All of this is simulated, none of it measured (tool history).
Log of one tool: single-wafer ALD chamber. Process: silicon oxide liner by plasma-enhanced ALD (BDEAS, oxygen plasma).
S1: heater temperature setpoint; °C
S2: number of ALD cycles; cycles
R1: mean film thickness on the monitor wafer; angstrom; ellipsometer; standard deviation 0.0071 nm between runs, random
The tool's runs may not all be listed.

{"run": 1, "day": 0.0, "S1": 310, "S2": 24, "R1": 23.536}
{"run": 2, "day": 0.175, "S1": 311, "S2": 23, "R1": 22.497}
{"run": 3, "day": 0.292, "S1": 312, "S2": 22, "R1": 21.334}
{"run": 4, "day": 0.404, "S1": 305, "S2": 22, "R1": 21.776}
{"run": 5, "day": 0.662, "S1": 308, "S2": 22, "R1": 21.463}
{"run": 6, "day": 1.017, "S1": 309, "S2": 22, "R1": 21.726}
{"run": 7, "day": 1.046, "S1": 311, "S2": 21, "R1": 20.565}

What will run 8 give?
{"run": 8, "day": 1.083, "S1": 311, "S2": 21, "R1": "?"}

Run 8 gave R1 20.586 angstrom.
